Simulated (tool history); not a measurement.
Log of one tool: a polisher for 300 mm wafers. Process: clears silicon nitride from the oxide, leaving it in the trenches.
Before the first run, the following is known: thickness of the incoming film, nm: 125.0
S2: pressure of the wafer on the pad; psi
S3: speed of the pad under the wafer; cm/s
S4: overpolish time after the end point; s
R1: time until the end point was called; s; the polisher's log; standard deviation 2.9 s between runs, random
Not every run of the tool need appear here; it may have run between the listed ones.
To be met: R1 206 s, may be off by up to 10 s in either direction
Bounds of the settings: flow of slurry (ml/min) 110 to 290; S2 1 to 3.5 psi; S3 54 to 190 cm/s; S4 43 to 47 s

run 1 day=0 | flow_of_slurry_(ml/min)=185 S2=2.2 S3=122 S4=43 | R1=146.85
run 2 day=0.146 | flow_of_slurry_(ml/min)=140 S2=2.2 S3=122 S4=43 | R1=150.77
run 3 day=0.212 | flow_of_slurry_(ml/min)=140 S2=2.2 S3=122 S4=47 | R1=151.21
run 4 day=0.254 | flow_of_slurry_(ml/min)=140 S2=2.1 S3=122 S4=47 | R1=158.52
run 5 day=0.354 | flow_of_slurry_(ml/min)=140 S2=2.1 S3=122 S4=47 | R1=157.38
run 6 day=0.662 | flow_of_slurry_(ml/min)=140 S2=2.1 S3=122 S4=43 | R1=158.45
run 7 day=0.933 | flow_of_slurry_(ml/min)=140 S2=2 S3=122 S4=43 | R1=162.58
run 8 day=1.258 | flow_of_slurry_(ml/min)=140 S2=1.4 S3=118 S4=43 | R1=232.3
run 9 day=1.471 | flow_of_slurry_(ml/min)=140 S2=1.5 S3=118 S4=43 | R1=221.51

Which single option among these 4 for the next run brings every result within its allowed miss of target? Just one does.
run A day=1.683 | flow_of_slurry_(ml/min)=185 S2=1.6 S3=136 S4=43 | R1=?
run B day=1.683 | flow_of_slurry_(ml/min)=125 S2=1.3 S3=132 S4=43 | R1=?
run C day=1.683 | flow_of_slurry_(ml/min)=135 S2=1 S3=160 S4=47 | R1=?
run D day=1.683 | flow_of_slurry_(ml/min)=145 S2=1.4 S3=130 S4=45 | R1=?

move=A R1=175.2
move=B R1=224.64
move=C R1=227.25
move=D R1=210.57
A: the result that was furthest off in the last run now lies on the other side of its target
B: the biggest miss grows against the last run
C: the biggest miss grows against the last run
D: every result lands within tolerance
So the answer is move D, the one that meets all the targets.
